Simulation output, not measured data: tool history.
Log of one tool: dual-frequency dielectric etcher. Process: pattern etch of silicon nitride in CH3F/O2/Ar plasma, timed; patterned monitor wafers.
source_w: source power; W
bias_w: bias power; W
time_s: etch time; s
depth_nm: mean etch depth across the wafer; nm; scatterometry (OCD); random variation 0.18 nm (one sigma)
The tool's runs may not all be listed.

run 1 day=0.000 | source_w=420 bias_w=73 time_s=41.5 | depth_nm=32.707
run 2 day=0.346 | source_w=390 bias_w=71 time_s=41.5 | depth_nm=31.198
run 3 day=0.604 | source_w=380 bias_w=70 time_s=41.5 | depth_nm=30.765
run 4 day=0.938 | source_w=380 bias_w=70 time_s=43.0 | depth_nm=31.980
run 5 day=1.225 | source_w=360 bias_w=69 time_s=43.0 | depth_nm=31.242
run 6 day=1.379 | source_w=360 bias_w=69 time_s=43.0 | depth_nm=31.194
run 7 day=1.571 | source_w=350 bias_w=68 time_s=43.0 | depth_nm=30.835

Run 8 comes next. What will it give?
run 8 day=1.900 | source_w=340 bias_w=67 time_s=43.0 | depth_nm=?

{"run 8": {"depth_nm": 30.198}}

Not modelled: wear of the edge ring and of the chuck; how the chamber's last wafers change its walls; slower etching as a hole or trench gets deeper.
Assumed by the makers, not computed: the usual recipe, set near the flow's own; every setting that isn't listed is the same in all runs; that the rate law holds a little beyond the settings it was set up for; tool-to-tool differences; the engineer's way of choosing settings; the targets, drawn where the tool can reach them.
